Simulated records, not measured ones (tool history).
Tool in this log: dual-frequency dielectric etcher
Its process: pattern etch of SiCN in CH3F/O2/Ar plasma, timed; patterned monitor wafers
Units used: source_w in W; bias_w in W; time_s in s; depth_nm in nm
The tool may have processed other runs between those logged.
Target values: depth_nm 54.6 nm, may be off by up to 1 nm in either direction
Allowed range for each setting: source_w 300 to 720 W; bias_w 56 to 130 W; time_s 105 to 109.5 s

run	hour	source_w	bias_w	time_s	depth_nm
1	0	510	93	105	47.216
2	1.6	540	94	105	49.33
3	8.1	550	94	105	49.716
4	9.2	560	94	105	49.501
5	13.3	560	104	105	51.342
6	17	570	104	105	51.265
7	19	580	105	105	51.512
8	25.5	590	106	105	52.706
9	32.9	600	106	105	52.59

Which of these 5 next moves meets every target?
A	40.3	550	85	107	?
B	40.3	580	114	108	?
C	40.3	560	114	105	?
D	40.3	590	100	105	?
E	40.3	600	100	106	?

move	depth_nm
A	49.412
B	54.753
C	52.39
D	51.961
E	52.857
A: its largest miss is bigger than the last run's
B: all results in spec
C: its largest miss is bigger than the last run's
D: its largest miss is bigger than the last run's
E: nearer the targets than the last run, but a result is still out of spec
The move that meets every target is B.
